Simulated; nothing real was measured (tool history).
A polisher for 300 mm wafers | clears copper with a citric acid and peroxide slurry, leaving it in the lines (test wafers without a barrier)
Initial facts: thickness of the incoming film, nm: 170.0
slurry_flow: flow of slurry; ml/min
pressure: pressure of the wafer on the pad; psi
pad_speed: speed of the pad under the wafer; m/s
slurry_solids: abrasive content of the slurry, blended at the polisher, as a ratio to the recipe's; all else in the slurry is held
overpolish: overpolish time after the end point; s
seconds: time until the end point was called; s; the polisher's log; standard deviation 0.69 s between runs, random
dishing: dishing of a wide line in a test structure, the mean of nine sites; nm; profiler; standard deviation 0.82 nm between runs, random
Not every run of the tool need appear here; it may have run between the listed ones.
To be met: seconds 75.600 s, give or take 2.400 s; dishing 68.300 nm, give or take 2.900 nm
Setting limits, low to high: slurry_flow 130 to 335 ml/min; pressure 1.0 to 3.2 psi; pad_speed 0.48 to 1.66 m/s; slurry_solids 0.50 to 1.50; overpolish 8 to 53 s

| run | hour | slurry_flow | pressure | pad_speed | slurry_solids | overpolish | seconds | dishing |
|---|---|---|---|---|---|---|---|---|
| 1 | 0.0 | 215 | 2.1 | 1.06 | 1.00 | 27 | 98.625 | 37.615 |
| 2 | 6.6 | 215 | 2.1 | 1.06 | 0.85 | 27 | 101.490 | 36.473 |
| 3 | 7.3 | 215 | 2.1 | 1.06 | 0.85 | 31 | 102.060 | 42.118 |
| 4 | 13.7 | 215 | 2.1 | 1.06 | 1.05 | 31 | 97.608 | 42.286 |
| 5 | 20.3 | 215 | 2.1 | 1.06 | 0.95 | 31 | 97.622 | 41.632 |
| 6 | 25.3 | 260 | 2.1 | 1.06 | 0.95 | 31 | 96.592 | 42.661 |
| 7 | 31.1 | 255 | 2.2 | 1.06 | 0.95 | 33 | 91.268 | 46.323 |
| 8 | 35.6 | 250 | 2.3 | 1.06 | 0.95 | 35 | 89.916 | 50.309 |
| 9 | 41.4 | 250 | 2.4 | 1.06 | 0.95 | 36 | 86.931 | 53.463 |
| 10 | 50.0 | 250 | 2.5 | 1.06 | 0.95 | 37 | 82.328 | 56.154 |
| 11 | 58.7 | 250 | 2.5 | 1.06 | 0.95 | 38 | 82.448 | 57.052 |
| 12 | 59.8 | 250 | 2.5 | 1.06 | 0.95 | 39 | 82.452 | 59.104 |
| 13 | 63.3 | 250 | 2.5 | 1.06 | 0.95 | 40 | 83.468 | 58.216 |
| 14 | 66.2 | 255 | 2.5 | 1.06 | 0.95 | 41 | 83.465 | 59.471 |

Exercise: of the 4 proposed moves below, exactly one satisfies all targets within the stated allowed misses. Which move is it?
| A | 69.1 | 295 | 2.5 | 1.12 | 1.05 | 45 | ? | ? |
| B | 69.1 | 260 | 2.4 | 1.08 | 0.95 | 44 | ? | ? |
| C | 69.1 | 265 | 2.3 | 1.20 | 1.15 | 28 | ? | ? |
| D | 69.1 | 265 | 2.6 | 1.04 | 0.90 | 40 | ? | ? |

| move | seconds | dishing |
|---|---|---|
| A | 76.918 | 69.009 |
| B | 85.301 | 63.124 |
| C | 77.281 | 48.388 |
| D | 82.747 | 60.603 |
A: all results land within tolerance of their targets
B: moves away from the targets compared with the last run
C: the furthest-off result lands on target, but another misses its tolerance
D: closer than the last run, but not yet in spec
The move that meets every target is A.
